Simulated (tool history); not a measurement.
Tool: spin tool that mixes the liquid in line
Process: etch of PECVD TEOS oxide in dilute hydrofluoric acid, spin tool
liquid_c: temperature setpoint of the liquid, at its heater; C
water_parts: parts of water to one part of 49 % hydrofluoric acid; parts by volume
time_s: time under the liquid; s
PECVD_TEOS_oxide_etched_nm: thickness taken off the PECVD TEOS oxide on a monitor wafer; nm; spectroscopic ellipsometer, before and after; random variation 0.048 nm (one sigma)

run  hour  liquid_c  water_parts  time_s  PECVD_TEOS_oxide_etched_nm
  1     0        23          270     100                      6.1629
  2   5.4        20          270     100                      5.4939
  3   6.6        20          310     100                      4.6375
  4  11.1        20          350     100                      3.9531
  5  19.2        20          350     100                       3.963
  6  24.2      21.5          325     100                      4.5709
  7  32.9      25.5          215     100                      8.9529
  8    34      25.5          215     100                      8.8758
  9    36        26          210     100                      9.3609

Estimate the outcome of run 10 from the log above:
 10  39.8      26.5          205     100                           ?

{"run 10": {"PECVD_TEOS_oxide_etched_nm": 9.8775}}
